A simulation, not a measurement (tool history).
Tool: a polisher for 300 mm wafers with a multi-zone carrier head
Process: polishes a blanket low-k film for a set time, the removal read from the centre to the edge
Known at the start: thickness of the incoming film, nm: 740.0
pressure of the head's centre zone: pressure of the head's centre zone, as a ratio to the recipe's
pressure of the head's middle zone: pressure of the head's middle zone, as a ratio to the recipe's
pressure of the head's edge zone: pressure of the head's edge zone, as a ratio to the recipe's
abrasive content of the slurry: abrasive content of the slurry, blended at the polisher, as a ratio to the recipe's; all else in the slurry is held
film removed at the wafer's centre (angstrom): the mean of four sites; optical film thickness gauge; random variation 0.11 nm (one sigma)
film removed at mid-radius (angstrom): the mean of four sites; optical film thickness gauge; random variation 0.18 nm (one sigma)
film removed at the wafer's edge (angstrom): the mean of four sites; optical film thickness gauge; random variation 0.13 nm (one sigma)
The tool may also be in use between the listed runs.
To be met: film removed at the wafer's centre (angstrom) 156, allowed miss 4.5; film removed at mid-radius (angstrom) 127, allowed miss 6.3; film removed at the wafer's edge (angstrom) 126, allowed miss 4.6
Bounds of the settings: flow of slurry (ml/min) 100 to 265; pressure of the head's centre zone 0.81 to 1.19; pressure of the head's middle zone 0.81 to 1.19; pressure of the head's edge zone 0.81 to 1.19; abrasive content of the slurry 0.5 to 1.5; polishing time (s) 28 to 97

| run | day | flow of slurry (ml/min) | pressure of the head's centre zone | pressure of the head's middle zone | pressure of the head's edge zone | abrasive content of the slurry | polishing time (s) | film removed at the wafer's centre (angstrom) | film removed at mid-radius (angstrom) | film removed at the wafer's edge (angstrom) |
|---|---|---|---|---|---|---|---|---|---|---|
| 1 | 0 | 170 | 1 | 1 | 1 | 1 | 62 | 262.03 | 256.22 | 246.99 |
| 2 | 0.325 | 170 | 1.01 | 0.98 | 0.98 | 0.9 | 58 | 235.88 | 230.87 | 220.44 |
| 3 | 0.504 | 170 | 1.04 | 0.95 | 0.97 | 0.85 | 54 | 220.6 | 201.39 | 197.2 |
| 4 | 0.746 | 170 | 1.04 | 0.95 | 0.97 | 0.65 | 54 | 183.84 | 169.18 | 164.49 |
| 5 | 0.9 | 170 | 1.04 | 0.95 | 0.97 | 0.85 | 54 | 221.76 | 197.06 | 197.19 |
| 6 | 1.267 | 170 | 1.04 | 0.95 | 0.97 | 0.75 | 54 | 201.59 | 186.57 | 184.36 |
| 7 | 1.329 | 170 | 1.06 | 0.94 | 0.95 | 0.7 | 52 | 189.87 | 168.95 | 166.72 |
| 8 | 1.412 | 165 | 1.07 | 0.93 | 0.93 | 0.65 | 51 | 179.22 | 155.86 | 153.55 |
| 9 | 1.646 | 115 | 1.07 | 0.85 | 0.83 | 0.55 | 51 | 143.66 | 117.34 | 122.24 |
| 10 | 1.962 | 120 | 1.07 | 0.86 | 0.83 | 0.55 | 51 | 145.51 | 118.52 | 124.38 |
| 11 | 2.212 | 120 | 1.07 | 0.86 | 0.83 | 0.55 | 51 | 145.87 | 123.08 | 123.43 |
| 12 | 2.308 | 125 | 1.07 | 0.86 | 0.83 | 0.55 | 51 | 148.31 | 121.36 | 124.45 |
| 13 | 2.408 | 130 | 1.07 | 0.86 | 0.83 | 0.55 | 51 | 148.43 | 122.73 | 126.46 |
| 14 | 2.483 | 150 | 1.12 | 0.9 | 0.82 | 0.5 | 51 | 147.22 | 119.55 | 118.2 |
| 15 | 2.783 | 155 | 1.12 | 0.9 | 0.82 | 0.5 | 51 | 148.44 | 120.76 | 119.95 |

4 next moves are on the table. One of them brings every result within its allowed miss. Which?
| A | 3.083 | 160 | 1.19 | 0.86 | 0.81 | 0.55 | 46 | ? | ? | ? |
| B | 3.083 | 150 | 1.11 | 0.9 | 0.81 | 0.6 | 47 | ? | ? | ? |
| C | 3.083 | 140 | 1.19 | 0.94 | 0.81 | 0.5 | 49 | ? | ? | ? |
| D | 3.083 | 160 | 1.03 | 0.89 | 0.94 | 0.5 | 57 | ? | ? | ? |

| move | film removed at the wafer's centre (angstrom) | film removed at mid-radius (angstrom) | film removed at the wafer's edge (angstrom) |
|---|---|---|---|
| A | 154.5 | 115.64 | 117.38 |
| B | 155.67 | 129.98 | 127.35 |
| C | 147.61 | 119.27 | 113.11 |
| D | 152.67 | 136.02 | 139.64 |
A: brings the result that was furthest off to its target, and leaves another outside
B: meets every target
C: further off than the last run
D: brings the result that was furthest off to its target, and leaves another outside
Answer: B
